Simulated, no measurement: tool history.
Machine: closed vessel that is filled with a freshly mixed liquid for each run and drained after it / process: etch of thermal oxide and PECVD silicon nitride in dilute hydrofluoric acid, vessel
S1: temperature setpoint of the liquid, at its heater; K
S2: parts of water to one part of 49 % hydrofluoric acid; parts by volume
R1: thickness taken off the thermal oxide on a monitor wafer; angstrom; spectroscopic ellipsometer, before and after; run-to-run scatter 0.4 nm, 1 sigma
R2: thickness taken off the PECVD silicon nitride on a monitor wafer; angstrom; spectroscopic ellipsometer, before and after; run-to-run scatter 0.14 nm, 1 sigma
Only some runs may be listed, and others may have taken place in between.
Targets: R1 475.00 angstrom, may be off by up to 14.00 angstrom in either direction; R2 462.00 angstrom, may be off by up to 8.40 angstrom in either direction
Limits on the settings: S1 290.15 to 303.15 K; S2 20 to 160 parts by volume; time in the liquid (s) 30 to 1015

run 1 hour=0.0 | S1=295.15 S2=90 time_in_the_liquid_(s)=520 | R1=231.93 R2=216.65
run 2 hour=1.2 | S1=295.15 S2=70 time_in_the_liquid_(s)=520 | R1=299.18 R2=278.56
run 3 hour=6.6 | S1=293.65 S2=70 time_in_the_liquid_(s)=520 | R1=281.58 R2=250.42
run 4 hour=12.0 | S1=295.65 S2=70 time_in_the_liquid_(s)=520 | R1=304.84 R2=285.83
run 5 hour=15.7 | S1=296.15 S2=65 time_in_the_liquid_(s)=515 | R1=335.18 R2=316.54
run 6 hour=21.4 | S1=296.65 S2=60 time_in_the_liquid_(s)=510 | R1=374.12 R2=349.86
run 7 hour=27.1 | S1=300.15 S2=50 time_in_the_liquid_(s)=490 | R1=505.69 R2=506.81
run 8 hour=32.6 | S1=299.65 S2=50 time_in_the_liquid_(s)=490 | R1=494.12 R2=494.64
run 9 hour=33.3 | S1=299.15 S2=50 time_in_the_liquid_(s)=490 | R1=480.50 R2=474.71

Next run, 5 choices. One meets every target within its allowed miss, the rest don't. Which?
run A hour=34.0 | S1=298.15 S2=55 time_in_the_liquid_(s)=555 | R1=? R2=?
run B hour=34.0 | S1=299.15 S2=60 time_in_the_liquid_(s)=585 | R1=? R2=?
run C hour=34.0 | S1=301.15 S2=50 time_in_the_liquid_(s)=455 | R1=? R2=?
run D hour=34.0 | S1=298.65 S2=50 time_in_the_liquid_(s)=520 | R1=? R2=?
run E hour=34.0 | S1=300.15 S2=60 time_in_the_liquid_(s)=550 | R1=? R2=?

move=A R1=473.04 R2=458.47
move=B R1=472.68 R2=474.08
move=C R1=484.75 R2=503.38
move=D R1=500.95 R2=487.70
move=E R1=462.54 R2=476.05
A: all results land within tolerance of their targets
B: roughly where the last run was
C: its largest miss is bigger than the last run's
D: its largest miss is bigger than the last run's
E: its largest miss is bigger than the last run's
Correct choice: A, which meets every target
